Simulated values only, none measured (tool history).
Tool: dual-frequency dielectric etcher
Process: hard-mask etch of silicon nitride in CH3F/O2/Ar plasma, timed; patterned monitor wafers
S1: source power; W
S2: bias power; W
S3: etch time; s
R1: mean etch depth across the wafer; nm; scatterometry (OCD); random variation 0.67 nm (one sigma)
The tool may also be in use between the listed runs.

Run 1, hour 0.0: S1 410 W, S2 75 W, S3 292.0 s. Result: R1 215.64 nm.
Run 2, hour 6.4: S1 410 W, S2 64 W, S3 292.0 s. Result: R1 204.26 nm.
Run 3, hour 14.2: S1 410 W, S2 64 W, S3 305.5 s. Result: R1 212.73 nm.
Run 4, hour 20.3: S1 410 W, S2 54 W, S3 305.5 s. Result: R1 199.85 nm.
Run 5, hour 26.5: S1 380 W, S2 52 W, S3 304.5 s. Result: R1 189.87 nm.
Run 6, hour 34.0: S1 350 W, S2 51 W, S3 304.5 s. Result: R1 181.09 nm.
Run 7, hour 34.6: S1 330 W, S2 51 W, S3 304.5 s. Result: R1 175.70 nm.
Run 8, hour 37.2: S1 320 W, S2 51 W, S3 304.5 s. Result: R1 171.01 nm.

Run 9 is up next; what results do you expect?
Run 9, hour 44.5: S1 320 W, S2 51 W, S3 304.5 s. Result: R1 ?.

{"run 9": {"R1": 171.94}}

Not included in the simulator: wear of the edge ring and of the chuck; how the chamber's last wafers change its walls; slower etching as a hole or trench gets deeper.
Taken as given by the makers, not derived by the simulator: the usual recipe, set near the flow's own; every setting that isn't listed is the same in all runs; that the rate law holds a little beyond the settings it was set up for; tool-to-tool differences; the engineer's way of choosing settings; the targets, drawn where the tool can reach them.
